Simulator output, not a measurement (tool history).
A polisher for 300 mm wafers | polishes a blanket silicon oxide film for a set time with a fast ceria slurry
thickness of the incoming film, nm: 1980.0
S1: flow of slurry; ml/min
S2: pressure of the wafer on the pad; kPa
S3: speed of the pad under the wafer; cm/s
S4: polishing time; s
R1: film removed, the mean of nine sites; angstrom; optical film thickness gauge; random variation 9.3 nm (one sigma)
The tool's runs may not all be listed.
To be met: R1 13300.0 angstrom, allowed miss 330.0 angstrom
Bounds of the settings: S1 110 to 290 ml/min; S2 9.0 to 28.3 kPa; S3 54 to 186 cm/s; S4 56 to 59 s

run 1 hour=0.0 | S1=185 S2=18.6 S3=118 S4=56 | R1=9371.1
run 2 hour=2.6 | S1=195 S2=20.0 S3=118 S4=56 | R1=9963.6
run 3 hour=8.3 | S1=195 S2=20.0 S3=118 S4=56 | R1=9878.2
run 4 hour=11.5 | S1=195 S2=22.1 S3=118 S4=56 | R1=10597.0
run 5 hour=17.2 | S1=200 S2=23.4 S3=118 S4=56 | R1=11079.0
run 6 hour=22.0 | S1=200 S2=24.8 S3=118 S4=56 | R1=11578.0
run 7 hour=26.5 | S1=205 S2=25.5 S3=118 S4=56 | R1=11927.0
run 8 hour=30.0 | S1=205 S2=26.2 S3=118 S4=56 | R1=12261.0
run 9 hour=37.5 | S1=205 S2=26.9 S3=118 S4=56 | R1=12289.0
run 10 hour=44.5 | S1=210 S2=27.6 S3=118 S4=56 | R1=12646.0

5 next moves are on the table. One of them brings every result within its allowed miss. Which?
run A hour=51.5 | S1=215 S2=26.2 S3=110 S4=56 | R1=?
run B hour=51.5 | S1=205 S2=28.3 S3=116 S4=56 | R1=?
run C hour=51.5 | S1=245 S2=26.9 S3=110 S4=58 | R1=?
run D hour=51.5 | S1=205 S2=22.1 S3=146 S4=57 | R1=?
run E hour=51.5 | S1=215 S2=25.5 S3=108 S4=59 | R1=?

move=A R1=11382.0
move=B R1=12642.0
move=C R1=12178.0
move=D R1=13246.0
move=E R1=11544.0
A: further off than the last run
B: as far off as the last run
C: further off than the last run
D: meets every target
E: further off than the last run
Move D is the one to make.

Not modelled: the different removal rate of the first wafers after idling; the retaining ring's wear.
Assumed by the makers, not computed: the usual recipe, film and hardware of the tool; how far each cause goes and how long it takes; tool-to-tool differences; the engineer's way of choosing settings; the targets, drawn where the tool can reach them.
